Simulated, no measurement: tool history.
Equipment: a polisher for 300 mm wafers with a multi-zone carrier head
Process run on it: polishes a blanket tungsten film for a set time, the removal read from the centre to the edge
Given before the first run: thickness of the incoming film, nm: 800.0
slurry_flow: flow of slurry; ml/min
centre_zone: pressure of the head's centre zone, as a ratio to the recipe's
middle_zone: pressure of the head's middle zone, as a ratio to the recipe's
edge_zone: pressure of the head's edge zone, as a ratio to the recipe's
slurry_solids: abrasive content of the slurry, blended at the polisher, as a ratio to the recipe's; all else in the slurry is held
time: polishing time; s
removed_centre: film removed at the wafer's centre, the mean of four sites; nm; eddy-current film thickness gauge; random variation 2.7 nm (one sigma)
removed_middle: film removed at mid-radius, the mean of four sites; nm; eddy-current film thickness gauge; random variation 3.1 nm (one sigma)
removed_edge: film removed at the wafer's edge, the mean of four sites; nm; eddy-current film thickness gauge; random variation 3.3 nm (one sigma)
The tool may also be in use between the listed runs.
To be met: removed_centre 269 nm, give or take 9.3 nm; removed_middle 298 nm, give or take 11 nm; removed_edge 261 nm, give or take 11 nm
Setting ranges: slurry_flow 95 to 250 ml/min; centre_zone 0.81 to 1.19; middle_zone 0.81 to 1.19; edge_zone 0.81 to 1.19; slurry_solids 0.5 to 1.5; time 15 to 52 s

run 1 day=0 | slurry_flow=160 centre_zone=1 middle_zone=1 edge_zone=1 slurry_solids=1 time=33 | removed_centre=320.48 removed_middle=329.4 removed_edge=322.72
run 2 day=0.229 | slurry_flow=160 centre_zone=1 middle_zone=1.07 edge_zone=1 slurry_solids=1 time=33 | removed_centre=323.68 removed_middle=360.26 removed_edge=323.84
run 3 day=0.546 | slurry_flow=200 centre_zone=1 middle_zone=1.07 edge_zone=1 slurry_solids=1 time=33 | removed_centre=335.55 removed_middle=361.73 removed_edge=337.03
run 4 day=0.867 | slurry_flow=195 centre_zone=0.99 middle_zone=1.06 edge_zone=0.98 slurry_solids=0.95 time=33 | removed_centre=329.2 removed_middle=364.43 removed_edge=333.9
run 5 day=1.038 | slurry_flow=195 centre_zone=1.03 middle_zone=1.06 edge_zone=0.98 slurry_solids=0.95 time=33 | removed_centre=339.29 removed_middle=360.24 removed_edge=331.46
run 6 day=1.142 | slurry_flow=190 centre_zone=1.03 middle_zone=1.05 edge_zone=0.97 slurry_solids=0.9 time=33 | removed_centre=340.89 removed_middle=352.72 removed_edge=330.78
run 7 day=1.25 | slurry_flow=185 centre_zone=1.03 middle_zone=1.05 edge_zone=0.96 slurry_solids=0.9 time=33 | removed_centre=337.88 removed_middle=348.93 removed_edge=318.38
run 8 day=1.496 | slurry_flow=180 centre_zone=1.02 middle_zone=1.04 edge_zone=0.95 slurry_solids=0.85 time=33 | removed_centre=325.55 removed_middle=342.34 removed_edge=319.28
run 9 day=1.788 | slurry_flow=175 centre_zone=1.02 middle_zone=1.04 edge_zone=0.94 slurry_solids=0.85 time=33 | removed_centre=323.95 removed_middle=337.26 removed_edge=312.37
run 10 day=2.071 | slurry_flow=170 centre_zone=1.01 middle_zone=1.04 edge_zone=0.93 slurry_solids=0.85 time=33 | removed_centre=323.36 removed_middle=342.8 removed_edge=314.94

Which single option among these 5 for the next run brings every result within its allowed miss of target? Just one does.
run A day=2.354 | slurry_flow=180 centre_zone=0.96 middle_zone=0.91 edge_zone=0.96 slurry_solids=0.75 time=30 | removed_centre=? removed_middle=? removed_edge=?
run B day=2.354 | slurry_flow=165 centre_zone=0.97 middle_zone=0.96 edge_zone=0.99 slurry_solids=0.65 time=31 | removed_centre=? removed_middle=? removed_edge=?
run C day=2.354 | slurry_flow=175 centre_zone=0.93 middle_zone=0.96 edge_zone=0.97 slurry_solids=0.85 time=29 | removed_centre=? removed_middle=? removed_edge=?
run D day=2.354 | slurry_flow=165 centre_zone=1 middle_zone=1.07 edge_zone=0.9 slurry_solids=0.8 time=28 | removed_centre=? removed_middle=? removed_edge=?
run E day=2.354 | slurry_flow=225 centre_zone=0.84 middle_zone=0.87 edge_zone=1.19 slurry_solids=0.5 time=34 | removed_centre=? removed_middle=? removed_edge=?

move=A removed_centre=275.16 removed_middle=276.35 removed_edge=276.03
move=B removed_centre=278.45 removed_middle=289.79 removed_edge=281.11
move=C removed_centre=261.08 removed_middle=282.95 removed_edge=271.48
move=D removed_centre=266.2 removed_middle=294.48 removed_edge=250.37
move=E removed_centre=269.41 removed_middle=296.34 removed_edge=334.84
A: gets the furthest-off result to its target, but another result is out of tolerance
B: nearer the targets than the last run, but a result is still out of spec
C: gets the furthest-off result to its target, but another result is out of tolerance
D: each result inside its tolerance
E: gets the furthest-off result to its target, but another result is out of tolerance
So the answer is move D, the one that meets all the targets.
